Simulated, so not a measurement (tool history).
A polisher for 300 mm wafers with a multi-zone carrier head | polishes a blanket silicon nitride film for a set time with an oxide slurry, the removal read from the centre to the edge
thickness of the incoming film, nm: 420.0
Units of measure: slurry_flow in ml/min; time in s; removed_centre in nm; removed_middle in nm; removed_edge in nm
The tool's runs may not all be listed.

Run 1, hour 0.0: slurry_flow 255 ml/min, centre_zone 1.00, middle_zone 1.00, edge_zone 1.00, slurry_solids 1.00, time 31 s. Result: removed_centre 25.150 nm, removed_middle 25.638 nm, removed_edge 25.526 nm.
Run 2, hour 6.3: slurry_flow 255 ml/min, centre_zone 1.00, middle_zone 1.07, edge_zone 1.00, slurry_solids 1.00, time 31 s. Result: removed_centre 25.128 nm, removed_middle 27.306 nm, removed_edge 25.905 nm.
Run 3, hour 9.6: slurry_flow 270 ml/min, centre_zone 1.03, middle_zone 1.11, edge_zone 0.99, slurry_solids 1.15, time 32 s. Result: removed_centre 28.677 nm, removed_middle 30.176 nm, removed_edge 27.749 nm.
Run 4, hour 18.6: slurry_flow 270 ml/min, centre_zone 1.03, middle_zone 1.11, edge_zone 0.99, slurry_solids 1.15, time 35 s. Result: removed_centre 30.657 nm, removed_middle 33.246 nm, removed_edge 29.745 nm.
Run 5, hour 20.3: slurry_flow 270 ml/min, centre_zone 1.00, middle_zone 1.11, edge_zone 0.99, slurry_solids 1.15, time 35 s. Result: removed_centre 29.981 nm, removed_middle 33.261 nm, removed_edge 30.423 nm.
Run 6, hour 24.6: slurry_flow 270 ml/min, centre_zone 1.00, middle_zone 1.18, edge_zone 0.99, slurry_solids 1.15, time 35 s. Result: removed_centre 30.171 nm, removed_middle 35.287 nm, removed_edge 30.250 nm.
Run 7, hour 32.5: slurry_flow 270 ml/min, centre_zone 1.00, middle_zone 1.18, edge_zone 0.99, slurry_solids 1.15, time 35 s. Result: removed_centre 29.930 nm, removed_middle 35.024 nm, removed_edge 29.946 nm.

Forecast run 8:
At hour 38.2: worn pad replaced by a new one.
Run 8, hour 38.2: slurry_flow 275 ml/min, centre_zone 1.02, middle_zone 1.18, edge_zone 0.99, slurry_solids 1.25, time 36 s. Result: removed_centre ?, removed_middle ?, removed_edge ?.

removed_centre: 36.235 nm
removed_middle: 40.954 nm
removed_edge: 34.416 nm
